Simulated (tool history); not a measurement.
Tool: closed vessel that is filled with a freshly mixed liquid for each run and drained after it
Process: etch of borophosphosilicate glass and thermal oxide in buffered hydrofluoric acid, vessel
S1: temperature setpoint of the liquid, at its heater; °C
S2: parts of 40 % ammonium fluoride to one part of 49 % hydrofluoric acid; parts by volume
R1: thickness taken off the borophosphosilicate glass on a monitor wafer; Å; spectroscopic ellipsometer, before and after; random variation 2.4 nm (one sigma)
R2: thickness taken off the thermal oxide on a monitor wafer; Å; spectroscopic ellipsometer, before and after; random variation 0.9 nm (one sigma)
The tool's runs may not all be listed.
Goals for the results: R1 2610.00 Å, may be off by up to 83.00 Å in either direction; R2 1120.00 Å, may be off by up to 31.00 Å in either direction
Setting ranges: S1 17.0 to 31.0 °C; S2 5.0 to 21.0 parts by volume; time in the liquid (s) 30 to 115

{"run": 1, "hour": 0.0, "S1": 23.0, "S2": 13.0, "time in the liquid (s)": 60, "R1": 1225.9, "R2": 524.25}
{"run": 2, "hour": 4.6, "S1": 24.5, "S2": 12.5, "time in the liquid (s)": 60, "R1": 1374.9, "R2": 589.44}
{"run": 3, "hour": 13.1, "S1": 24.5, "S2": 12.5, "time in the liquid (s)": 40, "R1": 930.39, "R2": 395.92}
{"run": 4, "hour": 16.0, "S1": 25.5, "S2": 11.5, "time in the liquid (s)": 40, "R1": 1062.0, "R2": 453.03}
{"run": 5, "hour": 19.1, "S1": 27.0, "S2": 11.5, "time in the liquid (s)": 40, "R1": 1170.2, "R2": 495.37}
{"run": 6, "hour": 25.6, "S1": 27.5, "S2": 10.5, "time in the liquid (s)": 40, "R1": 1302.8, "R2": 559.66}
{"run": 7, "hour": 30.8, "S1": 28.0, "S2": 9.5, "time in the liquid (s)": 40, "R1": 1448.7, "R2": 609.82}
{"run": 8, "hour": 35.1, "S1": 28.5, "S2": 9.0, "time in the liquid (s)": 40, "R1": 1526.6, "R2": 659.94}
{"run": 9, "hour": 38.3, "S1": 29.0, "S2": 8.5, "time in the liquid (s)": 40, "R1": 1668.3, "R2": 704.57}
{"run": 10, "hour": 41.1, "S1": 29.5, "S2": 8.0, "time in the liquid (s)": 40, "R1": 1822.1, "R2": 790.8}
{"run": 11, "hour": 42.0, "S1": 29.5, "S2": 7.5, "time in the liquid (s)": 40, "R1": 1958.4, "R2": 848.72}
{"run": 12, "hour": 45.4, "S1": 29.5, "S2": 7.0, "time in the liquid (s)": 40, "R1": 2110.4, "R2": 908.33}
{"run": 13, "hour": 54.5, "S1": 31.0, "S2": 5.0, "time in the liquid (s)": 40, "R1": 3063.2, "R2": 1294.8}

Below are 4 possible settings for the next run. Only one of them brings all results inside the allowed miss of their targets. Which is it?
{"run": "A", "hour": 63.6, "S1": 31.0, "S2": 10.0, "time in the liquid (s)": 60, "R1": "?", "R2": "?"}
{"run": "B", "hour": 63.6, "S1": 31.0, "S2": 7.5, "time in the liquid (s)": 45, "R1": "?", "R2": "?"}
{"run": "C", "hour": 63.6, "S1": 31.0, "S2": 9.0, "time in the liquid (s)": 55, "R1": "?", "R2": "?"}
{"run": "D", "hour": 63.6, "S1": 30.0, "S2": 6.5, "time in the liquid (s)": 45, "R1": "?", "R2": "?"}

move=A R1=2428.60 R2=1050.20
move=B R1=2376.10 R2=1024.90
move=C R1=2380.10 R2=1028.40
move=D R1=2596.80 R2=1117.40
A: pushes the last run's worst result past its target
B: pushes the last run's worst result past its target
C: pushes the last run's worst result past its target
D: every result lands within tolerance
Answer: D
